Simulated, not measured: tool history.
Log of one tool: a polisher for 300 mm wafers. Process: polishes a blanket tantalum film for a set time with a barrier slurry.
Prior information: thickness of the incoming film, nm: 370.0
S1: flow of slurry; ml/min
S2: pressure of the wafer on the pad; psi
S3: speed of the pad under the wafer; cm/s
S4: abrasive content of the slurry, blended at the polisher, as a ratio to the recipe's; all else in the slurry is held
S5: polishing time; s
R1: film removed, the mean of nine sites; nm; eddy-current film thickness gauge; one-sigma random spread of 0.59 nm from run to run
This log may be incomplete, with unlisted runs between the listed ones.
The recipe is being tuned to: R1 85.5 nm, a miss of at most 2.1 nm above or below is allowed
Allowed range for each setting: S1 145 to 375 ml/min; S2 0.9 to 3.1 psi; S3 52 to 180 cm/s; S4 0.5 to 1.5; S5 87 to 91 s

Run 1, hour 0: S1 240 ml/min, S2 2 psi, S3 116 cm/s, S4 1, S5 87 s. Result: R1 142.44 nm.
Run 2, hour 8.1: S1 240 ml/min, S2 1.8 psi, S3 116 cm/s, S4 1, S5 87 s. Result: R1 131.75 nm.
Run 3, hour 10.8: S1 235 ml/min, S2 1.6 psi, S3 116 cm/s, S4 1, S5 87 s. Result: R1 122.77 nm.
Run 4, hour 12.5: S1 235 ml/min, S2 1.5 psi, S3 114 cm/s, S4 1, S5 87 s. Result: R1 117.14 nm.
Run 5, hour 18.1: S1 235 ml/min, S2 1.8 psi, S3 114 cm/s, S4 1, S5 87 s. Result: R1 130.24 nm.
Run 6, hour 19.7: S1 235 ml/min, S2 1.6 psi, S3 112 cm/s, S4 1, S5 87 s. Result: R1 119.17 nm.
Run 7, hour 24.9: S1 235 ml/min, S2 1.5 psi, S3 110 cm/s, S4 1, S5 87 s. Result: R1 113.22 nm.
Run 8, hour 30.5: S1 235 ml/min, S2 1.4 psi, S3 108 cm/s, S4 1, S5 87 s. Result: R1 106.97 nm.
Run 9, hour 34.8: S1 235 ml/min, S2 1.3 psi, S3 108 cm/s, S4 1, S5 87 s. Result: R1 103.24 nm.
Run 10, hour 41.7: S1 235 ml/min, S2 1.2 psi, S3 108 cm/s, S4 1, S5 87 s. Result: R1 97.931 nm.
Run 11, hour 50.5: S1 235 ml/min, S2 1.1 psi, S3 108 cm/s, S4 1, S5 87 s. Result: R1 92.924 nm.
Run 12, hour 56.7: S1 235 ml/min, S2 1 psi, S3 108 cm/s, S4 1, S5 87 s. Result: R1 89.736 nm.

Exercise: of the 4 proposed moves below, exactly one satisfies all targets within the stated allowed misses. Which move is it?
Run A, hour 62.9: S1 235 ml/min, S2 0.9 psi, S3 122 cm/s, S4 1.1, S5 89 s. Result: R1 ?.
Run B, hour 62.9: S1 225 ml/min, S2 1.4 psi, S3 98 cm/s, S4 0.9, S5 91 s. Result: R1 ?.
Run C, hour 62.9: S1 175 ml/min, S2 0.9 psi, S3 136 cm/s, S4 0.75, S5 87 s. Result: R1 ?.
Run D, hour 62.9: S1 220 ml/min, S2 0.9 psi, S3 108 cm/s, S4 1.1, S5 90 s. Result: R1 ?.

move      R1
   A  97.537
   B  99.865
   C  85.693
   D  89.307
A: misses by more than the last run did
B: misses by more than the last run did
C: all results land within tolerance of their targets
D: moves toward the targets from the last run without getting all of them in spec
Move C is the one to make.
